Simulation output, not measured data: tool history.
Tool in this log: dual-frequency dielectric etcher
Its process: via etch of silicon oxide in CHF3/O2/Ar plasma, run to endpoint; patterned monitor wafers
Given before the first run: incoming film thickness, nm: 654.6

{"run": 1, "hour": 0.0, "source power (W)": 510, "bias power (W)": 155, "endpoint time (s)": 405.54}
{"run": 2, "hour": 2.2, "source power (W)": 510, "bias power (W)": 129, "endpoint time (s)": 432.66}
{"run": 3, "hour": 4.7, "source power (W)": 480, "bias power (W)": 128, "endpoint time (s)": 443.24}
{"run": 4, "hour": 10.1, "source power (W)": 480, "bias power (W)": 149, "endpoint time (s)": 422.1}
{"run": 5, "hour": 15.7, "source power (W)": 450, "bias power (W)": 147, "endpoint time (s)": 442.74}
{"run": 6, "hour": 17.7, "source power (W)": 450, "bias power (W)": 170, "endpoint time (s)": 415.59}

Predict the results of run 7:
{"run": 7, "hour": 21.2, "source power (W)": 420, "bias power (W)": 169, "endpoint time (s)": "?"}

endpoint time (s): 436.62
